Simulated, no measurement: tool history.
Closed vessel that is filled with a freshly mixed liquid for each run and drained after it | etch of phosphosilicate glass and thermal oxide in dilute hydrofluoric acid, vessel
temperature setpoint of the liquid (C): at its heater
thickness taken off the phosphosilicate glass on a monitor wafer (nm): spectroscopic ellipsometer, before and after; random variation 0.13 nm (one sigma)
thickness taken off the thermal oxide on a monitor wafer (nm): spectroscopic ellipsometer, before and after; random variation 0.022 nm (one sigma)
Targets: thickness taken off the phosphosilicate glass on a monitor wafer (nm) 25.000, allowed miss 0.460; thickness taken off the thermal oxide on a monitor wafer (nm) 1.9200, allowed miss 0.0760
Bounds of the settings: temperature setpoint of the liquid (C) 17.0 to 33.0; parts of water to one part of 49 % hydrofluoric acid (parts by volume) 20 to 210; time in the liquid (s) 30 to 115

| run | hour | temperature setpoint of the liquid (C) | parts of water to one part of 49 % hydrofluoric acid (parts by volume) | time in the liquid (s) | thickness taken off the phosphosilicate glass on a monitor wafer (nm) | thickness taken off the thermal oxide on a monitor wafer (nm) |
|---|---|---|---|---|---|---|
| 1 | 0.0 | 25.0 | 115 | 60 | 31.958 | 2.4623 |
| 2 | 4.8 | 23.5 | 115 | 60 | 30.318 | 2.3470 |
| 3 | 13.6 | 23.5 | 150 | 60 | 22.330 | 1.7144 |
| 4 | 14.2 | 24.5 | 150 | 60 | 23.211 | 1.7633 |
| 5 | 17.4 | 24.5 | 150 | 70 | 27.068 | 2.1092 |
| 6 | 19.8 | 24.5 | 150 | 60 | 23.233 | 1.7907 |
| 7 | 26.5 | 25.0 | 150 | 60 | 23.560 | 1.7982 |
| 8 | 33.6 | 25.5 | 150 | 60 | 24.102 | 1.8238 |

Which of these 4 next moves meets every target?
| A | 40.7 | 25.0 | 160 | 65 | ? | ? |
| B | 40.7 | 31.0 | 160 | 55 | ? | ? |
| C | 40.7 | 20.0 | 125 | 60 | ? | ? |
| D | 40.7 | 29.0 | 195 | 70 | ? | ? |

| move | thickness taken off the phosphosilicate glass on a monitor wafer (nm) | thickness taken off the thermal oxide on a monitor wafer (nm) |
|---|---|---|
| A | 23.706 | 1.8018 |
| B | 24.958 | 1.8969 |
| C | 23.964 | 1.8214 |
| D | 23.242 | 1.7665 |
A: further off than the last run
B: meets every target
C: further off than the last run
D: further off than the last run
Move B is the one to make.

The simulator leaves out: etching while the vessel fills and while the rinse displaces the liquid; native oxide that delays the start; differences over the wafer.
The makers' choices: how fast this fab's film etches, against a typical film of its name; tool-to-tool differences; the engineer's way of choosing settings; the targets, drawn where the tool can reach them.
